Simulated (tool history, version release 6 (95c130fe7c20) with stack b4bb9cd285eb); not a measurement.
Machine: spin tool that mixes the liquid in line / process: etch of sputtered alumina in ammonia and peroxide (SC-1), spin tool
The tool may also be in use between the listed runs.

| run | hour | temperature setpoint of the liquid (°C) | parts of 29 % ammonia solution to one part of 30 % peroxide (parts by volume) | time under the liquid (s) | thickness taken off the sputtered alumina on a monitor wafer (nm) |
|---|---|---|---|---|---|
| 1 | 0 | 47 | 0.7 | 285 | 8.4807 |
| 2 | 0.9 | 46 | 0.7 | 285 | 7.9158 |
| 3 | 2.9 | 46 | 0.7 | 285 | 7.9643 |
| 4 | 7.4 | 45.5 | 0.7 | 285 | 7.7744 |
| 5 | 14.6 | 45 | 0.7 | 285 | 7.5521 |
| 6 | 15.5 | 45 | 0.7 | 285 | 7.5238 |
| 7 | 18.9 | 44.5 | 0.7 | 285 | 7.3278 |

Run 8 has not been measured yet. What should we expect?
| 8 | 24.8 | 44 | 0.7 | 285 | ? |

thickness taken off the sputtered alumina on a monitor wafer (nm): 7.1344
